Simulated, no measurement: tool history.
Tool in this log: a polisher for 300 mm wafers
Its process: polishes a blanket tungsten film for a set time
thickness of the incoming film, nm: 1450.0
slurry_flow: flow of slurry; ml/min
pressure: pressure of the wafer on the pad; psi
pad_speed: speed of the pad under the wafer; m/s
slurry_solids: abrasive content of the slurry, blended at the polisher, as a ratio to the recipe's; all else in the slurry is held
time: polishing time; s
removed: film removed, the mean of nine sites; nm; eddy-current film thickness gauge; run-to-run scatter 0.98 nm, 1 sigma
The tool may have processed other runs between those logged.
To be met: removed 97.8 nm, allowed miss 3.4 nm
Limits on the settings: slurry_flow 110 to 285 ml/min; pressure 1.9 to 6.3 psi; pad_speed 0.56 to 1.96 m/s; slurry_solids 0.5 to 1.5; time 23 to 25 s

| run | hour | slurry_flow | pressure | pad_speed | slurry_solids | time | removed |
|---|---|---|---|---|---|---|---|
| 1 | 0 | 180 | 4.1 | 1.26 | 1 | 25 | 146.79 |
| 2 | 0.9 | 180 | 4.1 | 1.26 | 1.1 | 25 | 149.83 |
| 3 | 6.8 | 180 | 4.6 | 1.26 | 1.1 | 25 | 163.05 |
| 4 | 9.7 | 180 | 4.1 | 1.26 | 1.1 | 25 | 150.93 |
| 5 | 11.3 | 180 | 4.1 | 1.26 | 0.95 | 25 | 145.51 |
| 6 | 16.7 | 180 | 3.7 | 1.26 | 0.95 | 25 | 137.79 |
| 7 | 25.1 | 180 | 3.3 | 1.24 | 0.95 | 25 | 127.21 |
| 8 | 33.8 | 180 | 3 | 1.24 | 0.95 | 25 | 121.52 |
| 9 | 41.4 | 180 | 2.8 | 1.24 | 0.95 | 25 | 114.94 |
| 10 | 42.7 | 180 | 2.6 | 1.24 | 0.95 | 25 | 112.26 |
| 11 | 44.4 | 180 | 2.5 | 1.24 | 0.95 | 25 | 112.32 |
| 12 | 45.3 | 180 | 2.4 | 1.24 | 0.95 | 25 | 107.8 |
| 13 | 49.6 | 180 | 2.3 | 1.24 | 0.95 | 25 | 106.71 |
| 14 | 56.6 | 180 | 2.2 | 1.24 | 0.95 | 25 | 104.22 |
| 15 | 62.8 | 180 | 2.1 | 1.24 | 0.95 | 25 | 103.38 |

Which of these 4 next moves meets every target?
| A | 69 | 270 | 1.9 | 1.32 | 0.95 | 23 | ? |
| B | 69 | 180 | 1.9 | 1.52 | 1.1 | 23 | ? |
| C | 69 | 190 | 2.9 | 1.08 | 1.15 | 23 | ? |
| D | 69 | 170 | 2.3 | 1.32 | 0.9 | 24 | ? |

| move | removed |
|---|---|
| A | 98.901 |
| B | 109.35 |
| C | 104.65 |
| D | 105.16 |
A: meets every target
B: further off than the last run
C: further off than the last run
D: further off than the last run
Move A is the one to make.
